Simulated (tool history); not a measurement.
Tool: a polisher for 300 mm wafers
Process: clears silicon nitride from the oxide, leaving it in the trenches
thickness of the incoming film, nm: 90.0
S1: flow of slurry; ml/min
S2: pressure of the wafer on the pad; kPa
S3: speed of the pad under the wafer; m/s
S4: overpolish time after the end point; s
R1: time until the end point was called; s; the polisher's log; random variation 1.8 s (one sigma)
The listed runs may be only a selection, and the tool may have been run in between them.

run 1 hour=0 | S1=135 S2=17.9 S3=0.82 S4=4 | R1=118
run 2 hour=1.4 | S1=130 S2=16.5 S3=0.82 S4=4 | R1=129.68
run 3 hour=4.1 | S1=125 S2=15.9 S3=0.82 S4=4 | R1=134.68
run 4 hour=11.6 | S1=125 S2=15.9 S3=0.92 S4=4 | R1=121
run 5 hour=16.2 | S1=120 S2=14.5 S3=0.92 S4=4 | R1=132.23
run 6 hour=20.9 | S1=120 S2=14.5 S3=0.92 S4=4 | R1=137.75
run 7 hour=29.6 | S1=115 S2=13.8 S3=0.92 S4=4 | R1=143.5
run 8 hour=32.1 | S1=110 S2=13.1 S3=0.92 S4=4 | R1=152.74
run 9 hour=39.6 | S1=105 S2=13.1 S3=0.92 S4=4 | R1=151.98

Run 10 is up next; what results do you expect?
run 10 hour=40.7 | S1=100 S2=12.4 S3=0.92 S4=4 | R1=?

R1: 162.79 s
